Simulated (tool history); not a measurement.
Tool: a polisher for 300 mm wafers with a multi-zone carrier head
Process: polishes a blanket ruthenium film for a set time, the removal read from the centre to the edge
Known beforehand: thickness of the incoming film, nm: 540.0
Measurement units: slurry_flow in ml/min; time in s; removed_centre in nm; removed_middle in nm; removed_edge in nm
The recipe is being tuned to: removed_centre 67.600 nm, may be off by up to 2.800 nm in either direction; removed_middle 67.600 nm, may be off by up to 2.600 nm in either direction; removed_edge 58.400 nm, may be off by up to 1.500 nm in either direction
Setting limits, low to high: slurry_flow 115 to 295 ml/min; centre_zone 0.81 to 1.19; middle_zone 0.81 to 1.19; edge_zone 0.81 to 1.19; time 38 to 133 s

run    day  slurry_flow  centre_zone  middle_zone  edge_zone  time  removed_centre  removed_middle  removed_edge
  1  0.000          190         1.00         1.00       1.00    85          75.407          78.042        76.220
  2  0.333          190         1.00         1.00       0.96    85          75.715          76.660        74.585
  3  0.679          185         1.01         1.02       0.93    82          73.799          77.055        70.715
  4  1.054          180         1.02         1.02       0.91    80          73.369          74.574        68.552
  5  1.158          180         1.02         1.02       0.89    78          70.753          73.061        65.435
  6  1.362          180         0.96         1.02       0.89    78          66.918          72.207        64.947
  7  1.717          175         0.98         1.02       0.87    77          65.881          70.617        63.553
  8  1.771          175         1.00         1.02       0.86    76          66.462          69.950        62.250
  9  1.883          175         1.01         1.02       0.85    75          65.153          69.927        61.809
 10  2.208          175         1.04         1.02       0.84    74          68.443          67.257        60.495

4 candidate next runs follow, results not yet known. Just one meets every target within its allowed miss. Identify it.
  A  2.533          200         1.10         1.05       0.88    73               ?               ?             ?
  B  2.533          195         1.08         1.09       0.90    68               ?               ?             ?
  C  2.533          200         1.01         1.01       0.85    75               ?               ?             ?
  D  2.533          170         1.03         1.02       0.86    77               ?               ?             ?

move  removed_centre  removed_middle  removed_edge
   A          72.202          68.331        61.941
   B          65.750          65.457        58.091
   C          68.049          67.963        62.684
   D          69.087          68.429        63.385
A: moves away from the targets compared with the last run
B: every result within its allowed miss
C: moves away from the targets compared with the last run
D: moves away from the targets compared with the last run
The right move is B.

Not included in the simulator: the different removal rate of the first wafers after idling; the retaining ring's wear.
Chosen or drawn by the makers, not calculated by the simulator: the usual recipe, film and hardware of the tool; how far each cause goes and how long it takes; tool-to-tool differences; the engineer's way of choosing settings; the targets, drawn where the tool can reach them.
